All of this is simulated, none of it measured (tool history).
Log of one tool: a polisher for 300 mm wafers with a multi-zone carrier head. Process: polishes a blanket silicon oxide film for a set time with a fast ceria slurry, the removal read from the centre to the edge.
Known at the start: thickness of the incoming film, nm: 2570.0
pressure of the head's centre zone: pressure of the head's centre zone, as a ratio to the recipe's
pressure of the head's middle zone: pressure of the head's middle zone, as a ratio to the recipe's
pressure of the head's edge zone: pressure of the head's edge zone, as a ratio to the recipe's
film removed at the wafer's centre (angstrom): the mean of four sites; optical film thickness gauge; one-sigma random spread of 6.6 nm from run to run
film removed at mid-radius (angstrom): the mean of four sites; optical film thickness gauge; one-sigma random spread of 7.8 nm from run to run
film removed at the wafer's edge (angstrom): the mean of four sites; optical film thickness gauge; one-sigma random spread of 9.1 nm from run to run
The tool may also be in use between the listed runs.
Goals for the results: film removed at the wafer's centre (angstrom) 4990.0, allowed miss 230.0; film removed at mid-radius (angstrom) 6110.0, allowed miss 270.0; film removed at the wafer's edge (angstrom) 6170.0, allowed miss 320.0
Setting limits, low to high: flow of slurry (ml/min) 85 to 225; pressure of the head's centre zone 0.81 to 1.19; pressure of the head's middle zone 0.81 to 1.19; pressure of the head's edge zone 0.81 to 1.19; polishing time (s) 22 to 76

run    day  flow of slurry (ml/min)  pressure of the head's centre zone  pressure of the head's middle zone  pressure of the head's edge zone  polishing time (s)  film removed at the wafer's centre (angstrom)  film removed at mid-radius (angstrom)  film removed at the wafer's edge (angstrom)
  1  0.000                      145                                1.00                                1.00                              1.00                  49                                         6095.3                                 5982.5                                       6289.7
  2  0.046                      145                                1.00                                1.00                              1.08                  49                                         5987.2                                 5834.1                                       6442.1
  3  0.375                      145                                1.00                                1.00                              1.08                  39                                         4689.7                                 4659.7                                       5289.8
  4  0.488                      155                                0.98                                1.04                              1.10                  40                                         4873.6                                 5002.6                                       5405.1
  5  0.821                      155                                0.94                                1.06                              1.12                  42                                         4795.2                                 5331.7                                       5631.4
  6  1.058                      155                                0.94                                1.06                              1.07                  42                                         4810.3                                 5365.1                                       5538.6
  7  1.379                      160                                0.92                                1.07                              1.09                  43                                         4846.2                                 5653.4                                       6002.6
  8  1.725                      165                                0.92                                1.08                              1.09                  43                                         5002.9                                 5610.5                                       5729.9

Exactly one of the 4 candidate moves below puts every result within its allowed miss. Which one?
  A  2.071                      145                                0.91                                1.07                              1.14                  45                                              ?                                      ?                                            ?
  B  2.071                      140                                0.86                                1.13                              1.09                  47                                              ?                                      ?                                            ?
  C  2.071                      190                                0.95                                1.13                              1.07                  40                                              ?                                      ?                                            ?
  D  2.071                      170                                1.01                                1.04                              1.11                  45                                              ?                                      ?                                            ?

move  film removed at the wafer's centre (angstrom)  film removed at mid-radius (angstrom)  film removed at the wafer's edge (angstrom)
   A                                         5074.9                                 5701.4                                       6097.3
   B                                         5009.7                                 6149.0                                       6189.6
   C                                         4936.5                                 5517.9                                       5425.6
   D                                         5741.5                                 5749.4                                       6143.4
A: better than the last run, though not everything is in spec
B: every result within its allowed miss
C: the biggest miss grows against the last run
D: the biggest miss grows against the last run
Go with B: it meets all targets.

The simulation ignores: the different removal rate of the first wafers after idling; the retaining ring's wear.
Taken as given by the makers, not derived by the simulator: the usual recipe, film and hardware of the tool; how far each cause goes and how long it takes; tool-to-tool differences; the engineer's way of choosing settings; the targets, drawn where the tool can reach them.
